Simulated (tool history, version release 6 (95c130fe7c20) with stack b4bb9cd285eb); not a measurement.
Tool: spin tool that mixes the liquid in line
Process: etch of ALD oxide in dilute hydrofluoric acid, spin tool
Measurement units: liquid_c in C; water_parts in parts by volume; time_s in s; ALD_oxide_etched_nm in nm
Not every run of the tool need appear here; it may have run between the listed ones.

run,hour,liquid_c,water_parts,time_s,ALD_oxide_etched_nm
1,0.0,21.0,45,180,65.234
2,3.3,20.5,50,180,56.735
3,8.3,20.5,50,190,59.510
4,15.3,20.0,50,190,59.769
5,16.4,20.0,60,190,48.030
6,23.0,19.5,60,190,47.624
7,31.9,19.5,60,190,47.433
8,37.1,19.0,60,190,47.421
9,44.3,18.0,65,190,41.107
10,51.3,17.5,70,190,36.725

The next listed run, before its measurement:
11,56.7,17.0,70,190,?

For run 11 the tool returned ALD_oxide_etched_nm 36.202 nm.
